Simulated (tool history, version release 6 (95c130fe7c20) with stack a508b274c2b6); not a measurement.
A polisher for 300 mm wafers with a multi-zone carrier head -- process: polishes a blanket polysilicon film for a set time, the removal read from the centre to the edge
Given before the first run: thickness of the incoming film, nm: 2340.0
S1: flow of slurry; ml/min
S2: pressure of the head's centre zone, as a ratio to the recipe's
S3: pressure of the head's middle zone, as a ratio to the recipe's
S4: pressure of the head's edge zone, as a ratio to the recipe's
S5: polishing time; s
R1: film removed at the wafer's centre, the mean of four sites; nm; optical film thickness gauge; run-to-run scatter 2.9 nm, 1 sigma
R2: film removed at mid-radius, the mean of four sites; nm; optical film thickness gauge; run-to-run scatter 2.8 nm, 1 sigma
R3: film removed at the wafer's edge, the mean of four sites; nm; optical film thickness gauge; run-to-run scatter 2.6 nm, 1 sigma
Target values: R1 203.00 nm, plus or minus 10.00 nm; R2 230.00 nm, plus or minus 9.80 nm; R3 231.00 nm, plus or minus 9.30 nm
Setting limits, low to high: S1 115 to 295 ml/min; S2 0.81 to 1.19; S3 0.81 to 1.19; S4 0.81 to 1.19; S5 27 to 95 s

Run 1, hour 0.0: S1 190 ml/min, S2 1.00, S3 1.00, S4 1.00, S5 61 s. Result: R1 333.21 nm, R2 341.24 nm, R3 340.59 nm.
Run 2, hour 3.7: S1 185 ml/min, S2 0.96, S3 0.98, S4 0.98, S5 55 s. Result: R1 286.60 nm, R2 302.78 nm, R3 298.68 nm.
Run 3, hour 11.3: S1 185 ml/min, S2 0.96, S3 0.98, S4 0.90, S5 55 s. Result: R1 293.30 nm, R2 297.41 nm, R3 290.34 nm.
Run 4, hour 14.9: S1 175 ml/min, S2 0.92, S3 0.96, S4 0.90, S5 52 s. Result: R1 271.28 nm, R2 277.31 nm, R3 279.76 nm.
Run 5, hour 19.9: S1 175 ml/min, S2 0.89, S3 0.97, S4 0.91, S5 48 s. Result: R1 233.21 nm, R2 256.48 nm, R3 251.30 nm.
Run 6, hour 26.7: S1 175 ml/min, S2 0.89, S3 0.97, S4 0.91, S5 61 s. Result: R1 300.37 nm, R2 323.49 nm, R3 327.13 nm.
Run 7, hour 35.4: S1 170 ml/min, S2 0.87, S3 0.96, S4 0.91, S5 56 s. Result: R1 266.91 nm, R2 294.01 nm, R3 291.67 nm.
Run 8, hour 36.6: S1 135 ml/min, S2 0.81, S3 0.88, S4 0.91, S5 44 s. Result: R1 184.06 nm, R2 208.45 nm, R3 222.92 nm.
Run 9, hour 37.9: S1 145 ml/min, S2 0.82, S3 0.90, S4 0.91, S5 44 s. Result: R1 197.05 nm, R2 212.78 nm, R3 228.75 nm.
Run 10, hour 42.6: S1 145 ml/min, S2 0.82, S3 0.90, S4 0.91, S5 44 s. Result: R1 194.13 nm, R2 214.73 nm, R3 223.53 nm.
Run 11, hour 47.8: S1 150 ml/min, S2 0.82, S3 0.91, S4 0.92, S5 44 s. Result: R1 198.06 nm, R2 214.28 nm, R3 224.79 nm.
Run 12, hour 55.6: S1 150 ml/min, S2 0.81, S3 0.98, S4 0.93, S5 46 s. Result: R1 207.00 nm, R2 241.24 nm, R3 244.54 nm.

Which of these 5 next moves meets every target?
Run A, hour 63.4: S1 130 ml/min, S2 0.85, S3 0.88, S4 1.02, S5 49 s. Result: R1 ?, R2 ?, R3 ?.
Run B, hour 63.4: S1 165 ml/min, S2 0.89, S3 1.03, S4 0.90, S5 45 s. Result: R1 ?, R2 ?, R3 ?.
Run C, hour 63.4: S1 165 ml/min, S2 0.81, S3 1.08, S4 0.97, S5 45 s. Result: R1 ?, R2 ?, R3 ?.
Run D, hour 63.4: S1 115 ml/min, S2 0.84, S3 0.95, S4 0.83, S5 48 s. Result: R1 ?, R2 ?, R3 ?.
Run E, hour 63.4: S1 135 ml/min, S2 0.83, S3 0.86, S4 1.02, S5 49 s. Result: R1 ?, R2 ?, R3 ?.

move      R1      R2      R3
   A  219.29  229.40  265.32
   B  222.37  253.12  239.83
   C  205.16  263.62  246.95
   D  204.97  231.87  233.92
   E  217.07  227.19  267.11
A: moves away from the targets compared with the last run
B: puts the biggest miss on target and leaves a different result outside tolerance
C: moves away from the targets compared with the last run
D: in spec on every target
E: moves away from the targets compared with the last run
The move that meets every target is D.

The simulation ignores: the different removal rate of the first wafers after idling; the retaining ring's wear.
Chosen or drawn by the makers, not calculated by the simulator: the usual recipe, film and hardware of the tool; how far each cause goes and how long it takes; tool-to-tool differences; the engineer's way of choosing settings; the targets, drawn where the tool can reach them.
